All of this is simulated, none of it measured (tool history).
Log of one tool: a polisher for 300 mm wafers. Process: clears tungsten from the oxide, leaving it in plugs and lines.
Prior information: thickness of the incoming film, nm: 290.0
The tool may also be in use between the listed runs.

run  hour  flow of slurry (ml/min)  pressure of the wafer on the pad (kPa)  speed of the pad under the wafer (m/s)  abrasive content of the slurry  overpolish time after the end point (s)  time until the end point was called (s)
  1   0.0                      220                                    17.9                                    0.86                             1.0                                       44                                   110.93
  2   1.0                      220                                    17.9                                    0.78                             1.0                                       44                                   121.49
  3   2.6                      220                                    17.2                                    0.78                             1.0                                       44                                   130.57
  4   4.7                      255                                    17.2                                    0.78                             1.0                                       44                                   127.73
  5   6.5                      205                                    17.2                                    0.78                             1.0                                       44                                   127.19
  6  10.0                      155                                    17.2                                    0.78                             1.0                                       44                                   132.38

For run 7, what comes out?
  7  17.9                      155                                    16.5                                    0.78                             1.0                                       44                                        ?

Logged for run 7: time until the end point was called (s) 134.96.

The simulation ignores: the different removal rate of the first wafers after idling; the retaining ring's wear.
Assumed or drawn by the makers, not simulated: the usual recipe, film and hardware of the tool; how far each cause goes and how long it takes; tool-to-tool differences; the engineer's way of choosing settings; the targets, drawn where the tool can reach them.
